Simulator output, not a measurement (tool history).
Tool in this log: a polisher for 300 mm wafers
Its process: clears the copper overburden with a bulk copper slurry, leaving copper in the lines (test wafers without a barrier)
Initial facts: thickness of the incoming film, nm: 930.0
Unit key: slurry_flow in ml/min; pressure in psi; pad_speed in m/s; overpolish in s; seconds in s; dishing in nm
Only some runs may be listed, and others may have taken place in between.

run  hour  slurry_flow  pressure  pad_speed  slurry_solids  overpolish  seconds  dishing
  1     0          225       2.5       1.18              1          21   114.02   90.103
  2   5.1          225       1.9       1.18              1          21   148.42   70.836
  3   5.7          225       1.7       1.24              1          17   156.25   59.403
  4  12.6          225       1.7        1.1              1          17   180.57   53.345
  5  18.2          225       1.7        1.1              1          11   170.87   39.175
  6  21.2          225       1.7        1.1              1          19   178.12   57.298
     22.2  -- head pressure recalibrated
  7  22.2          260       1.6        1.1           1.15          16   190.91    49.53
  8    30          230       1.6        1.1              1          13   197.03   40.161
  9  34.3          205       1.7        1.1           0.85          11   197.43   35.377
 10    42          185       1.9        1.1           0.75          10   182.35    34.38
 11  48.9          170         2        1.1            0.7           9   181.65    32.11

Predict the results of run 12:
 12  57.7          160       2.1       1.12           0.65           8        ?        ?

{"run 12": {"seconds": 172.76, "dishing": 31.516}}
